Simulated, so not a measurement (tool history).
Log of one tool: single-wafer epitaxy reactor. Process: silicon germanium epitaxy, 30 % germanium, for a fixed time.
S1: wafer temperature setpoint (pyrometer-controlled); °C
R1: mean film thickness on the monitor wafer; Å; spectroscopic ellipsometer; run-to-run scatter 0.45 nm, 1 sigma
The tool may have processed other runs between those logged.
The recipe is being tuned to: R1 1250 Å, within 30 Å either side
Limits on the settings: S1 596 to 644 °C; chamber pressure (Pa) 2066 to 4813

run 1 hour=0 | S1=620 chamber_pressure_(Pa)=3440 | R1=937.52
run 2 hour=2.6 | S1=620 chamber_pressure_(Pa)=3120 | R1=907.56
run 3 hour=3.8 | S1=614 chamber_pressure_(Pa)=3120 | R1=823.6
run 4 hour=11.4 | S1=618 chamber_pressure_(Pa)=3120 | R1=875.88
-- hour=13 capacitance manometer re-zeroed and calibrated
run 5 hour=13 | S1=622 chamber_pressure_(Pa)=3146 | R1=909.45
run 6 hour=19.1 | S1=626 chamber_pressure_(Pa)=3253 | R1=984.31
run 7 hour=24.6 | S1=629 chamber_pressure_(Pa)=3280 | R1=1033.4
run 8 hour=27.1 | S1=632 chamber_pressure_(Pa)=3293 | R1=1092.3
run 9 hour=31.5 | S1=634 chamber_pressure_(Pa)=3306 | R1=1112.1
run 10 hour=38.7 | S1=636 chamber_pressure_(Pa)=3320 | R1=1147.7

4 candidate next runs follow, results not yet known. Just one meets every target within its allowed miss. Identify it.
run A hour=45.9 | S1=643 chamber_pressure_(Pa)=3133 | R1=?
run B hour=45.9 | S1=630 chamber_pressure_(Pa)=3426 | R1=?
run C hour=45.9 | S1=637 chamber_pressure_(Pa)=3266 | R1=?
run D hour=45.9 | S1=642 chamber_pressure_(Pa)=3933 | R1=?

move=A R1=1261.6
move=B R1=1075.1
move=C R1=1172.7
move=D R1=1353.9
A: meets every target
B: its largest miss is bigger than the last run's
C: nearer the targets than the last run, but a result is still out of spec
D: pushes the last run's worst result past its target
The move that meets every target is A.
